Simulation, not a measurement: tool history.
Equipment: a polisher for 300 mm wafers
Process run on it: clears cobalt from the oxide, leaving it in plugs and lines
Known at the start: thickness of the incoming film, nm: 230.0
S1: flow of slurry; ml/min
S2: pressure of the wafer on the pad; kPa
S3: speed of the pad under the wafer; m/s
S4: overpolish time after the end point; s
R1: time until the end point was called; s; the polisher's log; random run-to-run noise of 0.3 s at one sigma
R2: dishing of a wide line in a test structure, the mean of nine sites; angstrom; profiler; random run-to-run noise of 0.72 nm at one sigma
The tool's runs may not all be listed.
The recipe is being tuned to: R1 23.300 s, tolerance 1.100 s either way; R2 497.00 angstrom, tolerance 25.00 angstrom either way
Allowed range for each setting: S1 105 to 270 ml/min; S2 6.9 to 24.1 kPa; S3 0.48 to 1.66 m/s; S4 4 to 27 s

run  hour   S1    S2    S3  S4      R1      R2
  1   0.0  175  15.2  1.06  14  33.278  544.42
  2   6.4  160  15.2  1.06  14  33.754  557.92
  3  14.0  170  16.5  1.06  12  30.868  530.94
  4  19.7  175  17.9  1.06  11  28.612  515.72
  5  28.1  175  17.9  0.80  11  34.054  474.91
  6  34.9  195  17.9  0.80  11  33.148  468.30
  7  43.3  205  19.3  0.80  11  31.287  509.60
  8  45.8  205  20.7  0.82  10  28.953  509.95
  9  51.3  205  21.4  0.84   9  27.246  487.45

5 candidate next runs follow, results not yet known. Just one meets every target within its allowed miss. Identify it.
  A  56.8  160  17.9  1.08  10   ?   ?
  B  56.8  205  18.6  0.70  11   ?   ?
  C  56.8  170  22.1  1.04   8   ?   ?
  D  56.8  175  21.4  0.58  12   ?   ?
  E  56.8  150  21.4  0.66  13   ?   ?

move      R1      R2
   A  28.271  499.63
   B  34.770  469.32
   C  23.505  488.60
   D  34.291  497.23
   E  32.551  533.29
A: moves away from the targets compared with the last run
B: moves away from the targets compared with the last run
C: every result within its allowed miss
D: moves away from the targets compared with the last run
E: moves away from the targets compared with the last run
The right move is C.

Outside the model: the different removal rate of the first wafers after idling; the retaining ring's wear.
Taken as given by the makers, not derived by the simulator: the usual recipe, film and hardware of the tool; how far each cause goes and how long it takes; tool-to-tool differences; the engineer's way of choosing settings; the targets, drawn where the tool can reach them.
